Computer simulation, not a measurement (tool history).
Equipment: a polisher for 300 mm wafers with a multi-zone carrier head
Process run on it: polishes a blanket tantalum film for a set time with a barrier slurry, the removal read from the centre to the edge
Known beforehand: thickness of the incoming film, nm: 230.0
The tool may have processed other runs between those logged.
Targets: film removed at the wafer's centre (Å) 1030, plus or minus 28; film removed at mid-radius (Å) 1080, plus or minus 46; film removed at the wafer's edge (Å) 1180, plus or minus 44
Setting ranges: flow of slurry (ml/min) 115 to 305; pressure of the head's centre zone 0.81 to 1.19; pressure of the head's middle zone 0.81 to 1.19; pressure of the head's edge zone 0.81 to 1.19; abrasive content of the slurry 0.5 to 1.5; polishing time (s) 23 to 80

run  hour  flow of slurry (ml/min)  pressure of the head's centre zone  pressure of the head's middle zone  pressure of the head's edge zone  abrasive content of the slurry  polishing time (s)  film removed at the wafer's centre (Å)  film removed at mid-radius (Å)  film removed at the wafer's edge (Å)
  1     0                      195                                   1                                   1                                 1                               1                  51                                   856.1                          742.67                                734.58
  2   1.3                      190                                0.94                                   1                              1.06                            1.15                  55                                  888.18                          837.98                                881.53
  3   9.2                      200                                0.93                                1.02                               1.1                            1.25                  56                                  932.33                          896.14                                 924.8
  4  15.8                      195                                 0.9                                1.02                              1.12                            1.35                  58                                  956.09                          923.53                                1003.8
  5  17.1                      195                                0.97                                1.02                              1.12                            1.35                  58                                  1021.6                          948.54                                989.28
  6  20.4                      195                                0.93                                1.03                              1.14                             1.4                  59                                  1004.7                          990.53                                1018.7
     27.4  -- centre zone pressure recalibrated
  7  27.4                      200                                 0.9                                1.03                              1.16                            1.45                  60                                   887.3                          1011.1                                1045.7
  8  33.4                      200                                0.91                                1.01                              1.16                            1.45                  62                                  916.16                          1013.3                                1089.6

Which single option among these 5 for the next run brings every result within its allowed miss of target? Just one does.
  A  39.4                      215                                0.91                                1.17                              1.13                             1.5                  55                                       ?                               ?                                     ?
  B  39.4                      245                                0.96                                1.11                              1.16                             1.4                  60                                       ?                               ?                                     ?
  C  39.4                      295                                0.93                                0.94                              1.15                             1.5                  59                                       ?                               ?                                     ?
  D  39.4                      210                                0.92                                   1                              1.19                             1.5                  66                                       ?                               ?                                     ?
  E  39.4                      205                                0.97                                0.91                              1.14                             1.5                  69                                       ?                               ?                                     ?

move  film removed at the wafer's centre (Å)  film removed at mid-radius (Å)  film removed at the wafer's edge (Å)
   A                                  844.75                          1028.5                                966.71
   B                                  975.52                          1074.5                                1067.6
   C                                  964.74                          951.81                                1080.5
   D                                  1019.6                          1075.4                                1191.3
   E                                  1118.1                          1034.9                                1216.1
A: lands further from the targets than the last run did
B: nearer than the last run, and not there yet
C: nearer than the last run, and not there yet
D: hits every target within its allowed miss
E: carries the result that was furthest off beyond its target, to the other side
D meets every target.
